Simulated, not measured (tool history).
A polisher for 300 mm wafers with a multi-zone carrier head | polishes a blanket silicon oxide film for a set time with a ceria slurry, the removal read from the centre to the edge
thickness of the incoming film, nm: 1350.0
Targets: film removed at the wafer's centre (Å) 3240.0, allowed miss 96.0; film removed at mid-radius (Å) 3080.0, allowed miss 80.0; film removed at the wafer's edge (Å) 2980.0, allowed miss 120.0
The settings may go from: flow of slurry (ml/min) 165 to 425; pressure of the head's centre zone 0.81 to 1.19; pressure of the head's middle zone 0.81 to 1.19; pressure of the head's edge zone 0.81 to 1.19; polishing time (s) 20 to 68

run  hour  flow of slurry (ml/min)  pressure of the head's centre zone  pressure of the head's middle zone  pressure of the head's edge zone  polishing time (s)  film removed at the wafer's centre (Å)  film removed at mid-radius (Å)  film removed at the wafer's edge (Å)
  1   0.0                      275                                1.00                                1.00                              1.00                  44                                  2458.2                          2332.7                                2356.5
  2   2.4                      285                                1.03                                1.03                              1.04                  46                                  2683.3                          2532.2                                2514.9
  3   5.5                      290                                1.04                                1.05                              1.07                  47                                  2739.7                          2578.4                                2623.4
  4   9.3                      290                                1.04                                1.09                              1.07                  47                                  2784.1                          2718.8                                2636.2
  5  14.3                      290                                1.04                                1.02                              1.07                  47                                  2747.5                          2546.3                                2631.2
  6  16.0                      300                                1.06                                1.06                              1.09                  48                                  2881.3                          2706.8                                2675.2
     23.0  -- centre zone pressure recalibrated
  7  23.0                      295                                1.07                                1.07                              1.10                  49                                  2790.8                          2815.6                                2751.8
  8  23.5                      320                                1.06                                1.07                              1.10                  50                                  2905.5                          2866.7                                2827.0
  9  29.6                      315                                1.08                                1.07                              1.10                  51                                  2953.1                          2925.7                                2854.0
 10  30.7                      310                                1.10                                1.06                              1.09                  52                                  3079.6                          2946.3                                2898.4

Which of these 5 next moves meets every target?
  A  31.8                      425                                1.13                                1.02                              1.00                  51                                       ?                               ?                                     ?
  B  31.8                      320                                1.09                                1.11                              1.05                  51                                       ?                               ?                                     ?
  C  31.8                      360                                1.16                                1.11                              1.16                  51                                       ?                               ?                                     ?
  D  31.8                      285                                1.18                                1.09                              0.99                  51                                       ?                               ?                                     ?
  E  31.8                      220                                1.04                                1.15                              1.16                  53                                       ?                               ?                                     ?

move  film removed at the wafer's centre (Å)  film removed at mid-radius (Å)  film removed at the wafer's edge (Å)
   A                                  3203.1                          2879.5                                2834.9
   B                                  3010.9                          3022.4                                2846.7
   C                                  3244.1                          3053.6                                3019.3
   D                                  3217.3                          2938.6                                2741.3
   E                                  2836.3                          3092.4                                3002.9
A: further off than the last run
B: brings the result that was furthest off to its target, and leaves another outside
C: meets every target
D: further off than the last run
E: brings the result that was furthest off to its target, and leaves another outside
The right move is C.
